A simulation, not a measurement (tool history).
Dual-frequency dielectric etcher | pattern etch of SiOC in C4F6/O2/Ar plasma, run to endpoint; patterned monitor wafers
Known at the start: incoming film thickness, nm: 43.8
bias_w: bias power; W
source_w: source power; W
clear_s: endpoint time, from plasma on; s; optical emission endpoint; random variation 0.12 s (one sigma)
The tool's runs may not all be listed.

run 1 hour=0 | bias_w=648 source_w=450 | clear_s=12.275
run 2 hour=3.6 | bias_w=608 source_w=430 | clear_s=13.048
run 3 hour=4.1 | bias_w=576 source_w=430 | clear_s=13.469
run 4 hour=11 | bias_w=552 source_w=430 | clear_s=13.631
run 5 hour=16.3 | bias_w=552 source_w=400 | clear_s=13.951
run 6 hour=21.7 | bias_w=552 source_w=450 | clear_s=13.332
run 7 hour=28.8 | bias_w=527 source_w=440 | clear_s=13.689
run 8 hour=36.3 | bias_w=506 source_w=430 | clear_s=14.101
run 9 hour=44.6 | bias_w=489 source_w=430 | clear_s=14.174

The next listed run, before its measurement:
run 10 hour=46.5 | bias_w=474 source_w=420 | clear_s=?

clear_s: 14.815 s
